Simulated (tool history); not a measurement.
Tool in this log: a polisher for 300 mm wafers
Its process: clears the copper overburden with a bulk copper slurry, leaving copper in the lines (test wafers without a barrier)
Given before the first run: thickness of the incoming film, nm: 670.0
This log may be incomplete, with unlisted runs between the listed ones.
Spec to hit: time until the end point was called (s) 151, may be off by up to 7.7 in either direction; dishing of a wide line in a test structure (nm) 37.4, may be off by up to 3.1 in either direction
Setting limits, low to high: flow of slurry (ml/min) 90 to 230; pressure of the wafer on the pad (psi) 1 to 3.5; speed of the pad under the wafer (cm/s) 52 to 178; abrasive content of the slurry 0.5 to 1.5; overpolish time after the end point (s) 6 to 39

| run | hour | flow of slurry (ml/min) | pressure of the wafer on the pad (psi) | speed of the pad under the wafer (cm/s) | abrasive content of the slurry | overpolish time after the end point (s) | time until the end point was called (s) | dishing of a wide line in a test structure (nm) |
|---|---|---|---|---|---|---|---|---|
| 1 | 0 | 150 | 2.2 | 114 | 1 | 20 | 99.594 | 45.342 |
| 2 | 5.9 | 150 | 2.2 | 136 | 1 | 20 | 82.735 | 50.263 |
| 3 | 10.7 | 150 | 2.2 | 122 | 1 | 20 | 91.382 | 49.308 |
| 4 | 16.8 | 150 | 2.2 | 104 | 1 | 20 | 109.19 | 46.648 |
| 5 | 22.3 | 150 | 2.7 | 104 | 1 | 20 | 92.3 | 49.912 |
| 6 | 27.9 | 150 | 3 | 104 | 1 | 20 | 83.509 | 54.816 |
|  | 31.9 | slurry blender recalibrated |
| 7 | 31.9 | 150 | 2.5 | 102 | 1 | 20 | 92.129 | 48.662 |
| 8 | 40.8 | 150 | 2 | 96 | 1 | 21 | 117.78 | 44.449 |
| 9 | 48.4 | 150 | 1.8 | 94 | 1 | 20 | 129.76 | 41.591 |
| 10 | 54.4 | 150 | 1.8 | 94 | 1 | 20 | 134.28 | 41.377 |
| 11 | 63.1 | 150 | 1.7 | 94 | 1 | 19 | 140.76 | 40.128 |
| 12 | 69.1 | 150 | 1.7 | 94 | 1 | 18 | 142.09 | 38.911 |

Which single option among these 5 for the next run brings every result within its allowed miss of target? Just one does.
| A | 75.1 | 145 | 1.9 | 88 | 1.15 | 23 | ? | ? |
| B | 75.1 | 210 | 1 | 144 | 0.95 | 19 | ? | ? |
| C | 75.1 | 130 | 1.5 | 100 | 0.85 | 28 | ? | ? |
| D | 75.1 | 115 | 1.5 | 108 | 0.8 | 19 | ? | ? |
| E | 75.1 | 150 | 1.7 | 96 | 1 | 19 | ? | ? |

| move | time until the end point was called (s) | dishing of a wide line in a test structure (nm) |
|---|---|---|
| A | 134.25 | 43.471 |
| B | 132.42 | 36.959 |
| C | 153.48 | 43.05 |
| D | 147.4 | 37.085 |
| E | 137.42 | 38.959 |
A: its largest miss is bigger than the last run's
B: its largest miss is bigger than the last run's
C: gets the furthest-off result to its target, but another result is out of tolerance
D: hits every target within its allowed miss
E: its largest miss is bigger than the last run's
Move D is the one to make.

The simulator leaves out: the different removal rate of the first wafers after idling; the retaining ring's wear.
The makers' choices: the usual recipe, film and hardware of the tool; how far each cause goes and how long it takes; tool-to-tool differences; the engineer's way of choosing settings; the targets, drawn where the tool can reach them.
